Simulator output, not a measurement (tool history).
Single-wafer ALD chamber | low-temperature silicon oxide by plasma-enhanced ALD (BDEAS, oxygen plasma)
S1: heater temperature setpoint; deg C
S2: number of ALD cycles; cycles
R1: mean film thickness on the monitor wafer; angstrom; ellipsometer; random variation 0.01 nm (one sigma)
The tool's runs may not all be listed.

| run | hour | S1 | S2 | R1 |
|---|---|---|---|---|
| 1 | 0 | 95 | 34 | 46.015 |
| 2 | 0.6 | 97 | 33 | 44.307 |
| 3 | 6.1 | 99 | 33 | 44.053 |
| 4 | 11.8 | 91 | 33 | 45.144 |
| 5 | 20.5 | 101 | 33 | 43.84 |
| 6 | 29.2 | 92 | 33 | 44.963 |
| 7 | 30.2 | 94 | 32 | 43.146 |
| 8 | 35.8 | 96 | 32 | 43.045 |
|  | 43 | thermocouple changed; heater temperature recalibrated |
| 9 | 43 | 98 | 32 | 43.268 |
| 10 | 50.5 | 99 | 31 | 41.987 |
| 11 | 58.8 | 100 | 31 | 41.872 |
| 12 | 66.9 | 101 | 31 | 41.729 |
| 13 | 73.7 | 102 | 31 | 41.581 |

The next listed run, before its measurement:
| 14 | 80.2 | 103 | 31 | ? |

R1: 41.496 angstrom

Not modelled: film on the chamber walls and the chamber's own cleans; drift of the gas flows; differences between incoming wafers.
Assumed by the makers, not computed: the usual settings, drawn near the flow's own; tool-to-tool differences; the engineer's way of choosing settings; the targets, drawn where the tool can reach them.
